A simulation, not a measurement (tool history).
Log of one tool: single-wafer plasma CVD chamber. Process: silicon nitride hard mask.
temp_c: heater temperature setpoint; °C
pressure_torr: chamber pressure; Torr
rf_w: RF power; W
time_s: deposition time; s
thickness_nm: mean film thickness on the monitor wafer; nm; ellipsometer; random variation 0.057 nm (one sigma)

| run | hour | temp_c | pressure_torr | rf_w | time_s | thickness_nm |
|---|---|---|---|---|---|---|
| 1 | 0.0 | 405 | 1.54 | 370 | 21.8 | 28.131 |
| 2 | 0.7 | 405 | 1.54 | 370 | 20.8 | 26.895 |
| 3 | 5.7 | 405 | 1.46 | 365 | 20.8 | 26.057 |
| 4 | 11.2 | 405 | 1.41 | 365 | 20.8 | 25.766 |
| 5 | 15.1 | 405 | 1.41 | 365 | 21.8 | 26.987 |
| 6 | 19.0 | 410 | 1.41 | 365 | 21.8 | 26.925 |
| 7 | 19.6 | 410 | 1.34 | 365 | 21.8 | 26.373 |
| 8 | 26.2 | 410 | 1.28 | 365 | 21.8 | 25.949 |

Run 9 comes next. What will it give?
| 9 | 27.8 | 410 | 1.28 | 365 | 21.8 | ? |

{"run 9": {"thickness_nm": 25.932}}
